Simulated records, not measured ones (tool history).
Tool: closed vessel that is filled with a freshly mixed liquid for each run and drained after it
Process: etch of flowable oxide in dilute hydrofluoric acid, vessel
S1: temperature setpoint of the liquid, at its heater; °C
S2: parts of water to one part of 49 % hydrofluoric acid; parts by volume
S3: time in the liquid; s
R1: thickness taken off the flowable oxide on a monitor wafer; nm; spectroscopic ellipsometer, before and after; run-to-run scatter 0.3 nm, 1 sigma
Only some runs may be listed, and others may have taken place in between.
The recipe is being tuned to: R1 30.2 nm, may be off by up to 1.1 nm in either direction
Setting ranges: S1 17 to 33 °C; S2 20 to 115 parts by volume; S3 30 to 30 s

run,hour,S1,S2,S3,R1
1,0,25,65,30,14.944
2,3.5,26,60,30,17.184
3,6,26.5,60,30,17.36
4,10.2,26.5,45,30,23.63
5,19.1,29,45,30,26.58
6,21.8,29,60,30,19.333
# hour 24.7: hydrofluoric acid flow meter replaced
7,24.7,29.5,60,30,21.193
8,33.3,30,60,30,21.801
9,37,33,45,30,32.719
10,44.2,32,45,30,31.75

Which one of the following 5 next-run settings gets every result inside its allowed miss? There is exactly one.
A,51.4,28.5,45,30,?
B,51.4,29,45,30,?
C,51.4,31.5,50,30,?
D,51.4,26.5,35,30,?
E,51.4,30.5,45,30,?

move,R1
A,27.508
B,28.061
C,27.643
D,33.103
E,29.774
A: moves the result that the last run missed by most past its target, out the other side
B: moves the result that the last run missed by most past its target, out the other side
C: moves the result that the last run missed by most past its target, out the other side
D: the biggest miss grows against the last run
E: all results in spec
E meets every target.
